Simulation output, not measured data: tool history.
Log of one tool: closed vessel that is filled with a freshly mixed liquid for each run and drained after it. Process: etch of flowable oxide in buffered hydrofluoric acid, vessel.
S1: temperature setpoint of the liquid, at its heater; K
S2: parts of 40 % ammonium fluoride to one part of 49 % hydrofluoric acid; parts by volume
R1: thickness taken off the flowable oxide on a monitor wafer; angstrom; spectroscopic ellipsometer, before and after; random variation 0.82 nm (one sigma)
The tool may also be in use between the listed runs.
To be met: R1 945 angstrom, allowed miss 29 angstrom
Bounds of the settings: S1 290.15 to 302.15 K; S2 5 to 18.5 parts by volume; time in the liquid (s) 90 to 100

{"run": 1, "hour": 0.0, "S1": 294.15, "S2": 11.5, "time in the liquid (s)": 90, "R1": 1578.6}
{"run": 2, "hour": 2.5, "S1": 292.65, "S2": 12.5, "time in the liquid (s)": 90, "R1": 1332.1}
{"run": 3, "hour": 10.5, "S1": 292.65, "S2": 12.5, "time in the liquid (s)": 100, "R1": 1485.4}
{"run": 4, "hour": 12.6, "S1": 292.65, "S2": 14, "time in the liquid (s)": 100, "R1": 1331.8}
{"run": 5, "hour": 14.9, "S1": 292.65, "S2": 14, "time in the liquid (s)": 90, "R1": 1180.3}
{"run": 6, "hour": 20.1, "S1": 291.65, "S2": 14.5, "time in the liquid (s)": 90, "R1": 1086.3}
{"run": 7, "hour": 22.8, "S1": 291.15, "S2": 15, "time in the liquid (s)": 90, "R1": 1026}
{"run": 8, "hour": 31.0, "S1": 290.65, "S2": 15, "time in the liquid (s)": 90, "R1": 998.61}

5 next moves are on the table. One of them brings every result within its allowed miss. Which?
{"run": "A", "hour": 39.2, "S1": 290.65, "S2": 14.5, "time in the liquid (s)": 95, "R1": "?"}
{"run": "B", "hour": 39.2, "S1": 290.65, "S2": 18, "time in the liquid (s)": 95, "R1": "?"}
{"run": "C", "hour": 39.2, "S1": 290.65, "S2": 17.5, "time in the liquid (s)": 100, "R1": "?"}
{"run": "D", "hour": 39.2, "S1": 291.65, "S2": 18, "time in the liquid (s)": 90, "R1": "?"}
{"run": "E", "hour": 39.2, "S1": 290.15, "S2": 17, "time in the liquid (s)": 90, "R1": "?"}

move=A R1=1090
move=B R1=880.87
move=C R1=953.38
move=D R1=882.78
move=E R1=858.35
A: further off than the last run
B: takes the result that was furthest off past its target
C: meets every target
D: takes the result that was furthest off past its target
E: takes the result that was furthest off past its target
Move C is the one to make.
